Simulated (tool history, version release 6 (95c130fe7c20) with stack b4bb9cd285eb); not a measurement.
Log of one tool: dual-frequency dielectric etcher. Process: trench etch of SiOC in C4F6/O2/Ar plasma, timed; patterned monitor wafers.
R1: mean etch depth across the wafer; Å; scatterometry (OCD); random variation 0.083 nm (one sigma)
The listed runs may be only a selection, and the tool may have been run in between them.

Run 1, hour 0: source power (W) 480, bias power (W) 145, etch time (s) 10. Result: R1 219.99 Å.
Run 2, hour 5.8: source power (W) 480, bias power (W) 163, etch time (s) 10. Result: R1 225.6 Å.
Run 3, hour 14: source power (W) 480, bias power (W) 163, etch time (s) 9.5. Result: R1 214.49 Å.
Run 4, hour 20.2: source power (W) 520, bias power (W) 163, etch time (s) 9.5. Result: R1 221.79 Å.
Run 5, hour 21.4: source power (W) 510, bias power (W) 162, etch time (s) 9.5. Result: R1 220.21 Å.
Run 6, hour 29.5: source power (W) 500, bias power (W) 161, etch time (s) 9.5. Result: R1 216.52 Å.
Run 7, hour 31.3: source power (W) 490, bias power (W) 160, etch time (s) 9.5. Result: R1 215.9 Å.

Expected results for the next run?
Run 8, hour 35.1: source power (W) 480, bias power (W) 159, etch time (s) 9.5. Result: R1 ?.

For run 8 the tool returned R1 213.03 Å.

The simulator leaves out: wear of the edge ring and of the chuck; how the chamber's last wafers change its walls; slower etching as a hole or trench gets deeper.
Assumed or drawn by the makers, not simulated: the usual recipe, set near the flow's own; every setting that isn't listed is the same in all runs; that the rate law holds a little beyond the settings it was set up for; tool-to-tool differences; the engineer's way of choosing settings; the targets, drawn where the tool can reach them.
